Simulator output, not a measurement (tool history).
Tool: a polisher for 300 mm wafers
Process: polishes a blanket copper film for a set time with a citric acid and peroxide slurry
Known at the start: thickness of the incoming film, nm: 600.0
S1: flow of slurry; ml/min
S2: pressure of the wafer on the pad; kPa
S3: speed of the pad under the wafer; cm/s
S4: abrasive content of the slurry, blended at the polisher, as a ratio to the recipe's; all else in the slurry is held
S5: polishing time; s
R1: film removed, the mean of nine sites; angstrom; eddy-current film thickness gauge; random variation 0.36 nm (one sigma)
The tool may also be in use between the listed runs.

run 1 day=0 | S1=205 S2=17.9 S3=122 S4=1 S5=27 | R1=500.58
run 2 day=0.246 | S1=205 S2=15.2 S3=120 S4=1 S5=27 | R1=430.39
run 3 day=0.35 | S1=185 S2=15.2 S3=120 S4=1 S5=27 | R1=403.4
run 4 day=0.521 | S1=185 S2=11 S3=120 S4=1 S5=27 | R1=314.5
run 5 day=0.654 | S1=175 S2=11 S3=120 S4=1 S5=27 | R1=313.08
run 6 day=0.925 | S1=170 S2=11 S3=120 S4=1 S5=27 | R1=306.96
run 7 day=0.967 | S1=165 S2=11 S3=120 S4=1 S5=27 | R1=307.58

The next listed run, before its measurement:
run 8 day=1.225 | S1=165 S2=9 S3=120 S4=1 S5=27 | R1=?

{"run 8": {"R1": 255.35}}
